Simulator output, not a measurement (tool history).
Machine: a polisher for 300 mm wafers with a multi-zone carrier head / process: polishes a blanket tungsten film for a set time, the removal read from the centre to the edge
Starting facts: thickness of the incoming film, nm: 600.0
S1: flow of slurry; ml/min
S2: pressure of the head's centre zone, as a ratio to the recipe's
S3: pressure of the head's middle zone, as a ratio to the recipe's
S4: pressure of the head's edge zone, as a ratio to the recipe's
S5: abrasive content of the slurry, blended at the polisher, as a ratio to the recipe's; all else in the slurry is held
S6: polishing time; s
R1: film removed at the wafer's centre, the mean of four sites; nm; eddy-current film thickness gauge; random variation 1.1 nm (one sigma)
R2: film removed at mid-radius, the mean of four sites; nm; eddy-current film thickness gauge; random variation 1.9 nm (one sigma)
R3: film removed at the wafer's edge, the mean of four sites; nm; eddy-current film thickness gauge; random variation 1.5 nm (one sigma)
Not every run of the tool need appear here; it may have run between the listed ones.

Run 1, hour 0: S1 295 ml/min, S2 1, S3 1, S4 1, S5 1, S6 54 s. Result: R1 207.52 nm, R2 202.56 nm, R3 213.84 nm.
Run 2, hour 6.2: S1 335 ml/min, S2 1, S3 1, S4 1, S5 1, S6 54 s. Result: R1 211.41 nm, R2 202.15 nm, R3 215.69 nm.
Run 3, hour 10.5: S1 335 ml/min, S2 0.98, S3 0.98, S4 0.98, S5 0.95, S6 54 s. Result: R1 204.47 nm, R2 195.97 nm, R3 212.32 nm.
Run 4, hour 16: S1 330 ml/min, S2 0.96, S3 0.97, S4 0.96, S5 0.9, S6 54 s. Result: R1 199.98 nm, R2 192.25 nm, R3 202.45 nm.
Run 5, hour 24.8: S1 330 ml/min, S2 1.03, S3 0.97, S4 0.96, S5 0.9, S6 54 s. Result: R1 204.2 nm, R2 199.26 nm, R3 204.52 nm.
Run 6, hour 30.3: S1 330 ml/min, S2 1.03, S3 0.97, S4 0.89, S5 0.9, S6 54 s. Result: R1 208.62 nm, R2 194.95 nm, R3 197.16 nm.

What will run 7 give?
Run 7, hour 36.5: S1 320 ml/min, S2 1, S3 0.95, S4 0.9, S5 0.85, S6 54 s. Result: R1 ?, R2 ?, R3 ?.

{"run 7": {"R1": 199.34, "R2": 186.99, "R3": 196.93}}
